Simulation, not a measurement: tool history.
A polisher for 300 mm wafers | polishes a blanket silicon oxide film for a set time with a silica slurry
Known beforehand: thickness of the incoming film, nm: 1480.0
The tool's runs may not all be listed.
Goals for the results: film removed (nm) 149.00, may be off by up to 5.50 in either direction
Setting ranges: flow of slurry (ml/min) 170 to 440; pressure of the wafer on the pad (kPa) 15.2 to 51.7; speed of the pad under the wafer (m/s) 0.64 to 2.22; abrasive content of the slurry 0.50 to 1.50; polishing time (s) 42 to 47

run,hour,flow of slurry (ml/min),pressure of the wafer on the pad (kPa),speed of the pad under the wafer (m/s),abrasive content of the slurry,polishing time (s),film removed (nm)
1,0.0,280,33.1,1.42,1.00,47,172.98
2,3.2,280,40.0,1.42,1.00,47,204.10
3,6.4,280,40.0,1.42,0.85,47,186.86
4,12.6,280,40.0,1.14,0.85,47,155.85
# hour 18.8: head pressure recalibrated
5,18.8,280,39.3,1.14,0.85,47,166.09
6,26.9,280,38.6,1.14,0.85,47,159.50
7,29.5,280,37.9,1.14,0.85,47,160.39
8,37.1,280,37.9,1.14,0.85,47,160.08
9,42.2,280,37.2,1.14,0.85,47,156.68

Which single option among these 4 for the next run brings every result within its allowed miss of target? Just one does.
A,47.3,260,40.0,1.06,1.30,42,?
B,47.3,280,36.5,1.22,0.80,47,?
C,47.3,265,37.2,1.14,0.90,44,?
D,47.3,270,28.3,1.56,1.00,43,?

move,film removed (nm)
A,167.92
B,155.73
C,148.71
D,157.13
A: moves away from the targets compared with the last run
B: moves toward the targets from the last run without getting all of them in spec
C: in spec on every target
D: moves away from the targets compared with the last run
C is the move that brings every result within its allowed miss.

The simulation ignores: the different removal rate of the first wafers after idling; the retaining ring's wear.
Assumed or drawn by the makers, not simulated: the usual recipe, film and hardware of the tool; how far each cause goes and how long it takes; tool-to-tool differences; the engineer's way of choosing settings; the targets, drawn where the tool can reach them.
